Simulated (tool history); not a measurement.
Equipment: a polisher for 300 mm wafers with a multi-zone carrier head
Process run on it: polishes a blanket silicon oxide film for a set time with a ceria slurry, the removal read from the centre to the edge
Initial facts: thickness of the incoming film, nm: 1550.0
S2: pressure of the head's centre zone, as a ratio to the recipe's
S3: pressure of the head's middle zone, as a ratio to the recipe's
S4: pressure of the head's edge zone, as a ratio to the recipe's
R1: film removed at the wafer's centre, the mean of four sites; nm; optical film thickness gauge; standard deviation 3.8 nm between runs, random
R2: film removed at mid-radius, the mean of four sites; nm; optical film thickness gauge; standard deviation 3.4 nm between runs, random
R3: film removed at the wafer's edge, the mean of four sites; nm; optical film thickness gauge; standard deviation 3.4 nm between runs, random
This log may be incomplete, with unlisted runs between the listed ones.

Run 1, day 0.000: flow of slurry (ml/min) 185, S2 1.00, S3 1.00, S4 1.00, polishing time (s) 84. Result: R1 339.49 nm, R2 347.07 nm, R3 327.50 nm.
Run 2, day 0.162: flow of slurry (ml/min) 150, S2 1.00, S3 1.00, S4 1.00, polishing time (s) 84. Result: R1 317.04 nm, R2 337.80 nm, R3 322.12 nm.
Run 3, day 0.429: flow of slurry (ml/min) 110, S2 1.00, S3 1.00, S4 1.00, polishing time (s) 84. Result: R1 306.31 nm, R2 315.39 nm, R3 312.65 nm.
Run 4, day 0.779: flow of slurry (ml/min) 110, S2 1.00, S3 1.00, S4 1.00, polishing time (s) 92. Result: R1 337.04 nm, R2 358.94 nm, R3 342.28 nm.
Run 5, day 1.054: flow of slurry (ml/min) 110, S2 1.01, S3 0.99, S4 0.99, polishing time (s) 89. Result: R1 327.53 nm, R2 336.66 nm, R3 331.18 nm.
Run 6, day 1.150: flow of slurry (ml/min) 115, S2 1.02, S3 0.98, S4 0.98, polishing time (s) 86. Result: R1 327.50 nm, R2 322.15 nm, R3 309.21 nm.
Run 7, day 1.212: flow of slurry (ml/min) 115, S2 1.02, S3 0.96, S4 0.98, polishing time (s) 85. Result: R1 311.70 nm, R2 320.47 nm, R3 316.91 nm.

Forecast run 8:
Run 8, day 1.421: flow of slurry (ml/min) 115, S2 1.04, S3 0.96, S4 0.98, polishing time (s) 83. Result: R1 ?, R2 ?, R3 ?.

{"run 8": {"R1": 314.86, "R2": 301.65, "R3": 304.58}}
